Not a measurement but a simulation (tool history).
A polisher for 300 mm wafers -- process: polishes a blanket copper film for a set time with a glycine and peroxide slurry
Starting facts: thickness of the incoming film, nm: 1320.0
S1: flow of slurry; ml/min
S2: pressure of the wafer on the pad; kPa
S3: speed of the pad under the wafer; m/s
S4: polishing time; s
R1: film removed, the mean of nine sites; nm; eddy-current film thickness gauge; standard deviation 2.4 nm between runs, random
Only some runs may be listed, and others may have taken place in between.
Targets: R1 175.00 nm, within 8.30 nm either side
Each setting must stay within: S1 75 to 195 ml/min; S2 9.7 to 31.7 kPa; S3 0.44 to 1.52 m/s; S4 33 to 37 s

run	hour	S1	S2	S3	S4	R1
1	0.0	125	20.7	0.98	37	255.19
2	1.2	125	20.7	0.98	33	227.93
3	8.0	125	20.7	1.08	33	242.40
4	16.4	125	17.9	1.08	33	213.29
5	20.4	120	17.2	1.08	33	205.45
6	26.4	115	16.5	1.08	33	199.96
7	27.3	115	15.9	1.08	33	197.38
8	35.5	105	12.4	1.06	33	159.20
9	40.6	110	13.1	1.06	33	166.33
10	45.2	110	13.1	1.06	33	166.58

Which of these 4 next moves meets every target?
A	49.8	110	13.8	1.10	37	?
B	49.8	105	15.9	0.84	33	?
C	49.8	80	13.1	1.04	33	?
D	49.8	105	16.5	0.94	33	?

move	R1
A	198.35
B	159.52
C	154.90
D	179.64
A: pushes the last run's worst result past its target
B: the biggest miss grows against the last run
C: the biggest miss grows against the last run
D: in spec on every target
Answer: D
